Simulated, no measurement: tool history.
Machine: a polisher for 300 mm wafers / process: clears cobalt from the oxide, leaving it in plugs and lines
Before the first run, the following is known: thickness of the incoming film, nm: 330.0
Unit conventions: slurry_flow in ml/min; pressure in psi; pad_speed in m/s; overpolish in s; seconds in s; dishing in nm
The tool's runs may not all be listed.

| run | hour | slurry_flow | pressure | pad_speed | overpolish | seconds | dishing |
|---|---|---|---|---|---|---|---|
| 1 | 0.0 | 315 | 1.5 | 0.76 | 28 | 135.56 | 35.263 |
| 2 | 2.9 | 365 | 1.5 | 0.76 | 28 | 135.83 | 34.617 |
| 3 | 9.7 | 365 | 1.4 | 0.74 | 28 | 149.45 | 33.366 |
| 4 | 12.6 | 365 | 1.4 | 0.74 | 35 | 145.93 | 37.983 |
| 5 | 16.2 | 365 | 1.2 | 0.74 | 35 | 175.09 | 34.815 |
| 6 | 18.9 | 365 | 1.1 | 0.72 | 34 | 194.84 | 32.249 |
| 7 | 24.0 | 365 | 1.0 | 0.72 | 33 | 210.64 | 30.655 |

What will run 8 give?
| 8 | 30.2 | 365 | 1.0 | 0.72 | 32 | ? | ? |

{"run 8": {"seconds": 206.03, "dishing": 30.85}}

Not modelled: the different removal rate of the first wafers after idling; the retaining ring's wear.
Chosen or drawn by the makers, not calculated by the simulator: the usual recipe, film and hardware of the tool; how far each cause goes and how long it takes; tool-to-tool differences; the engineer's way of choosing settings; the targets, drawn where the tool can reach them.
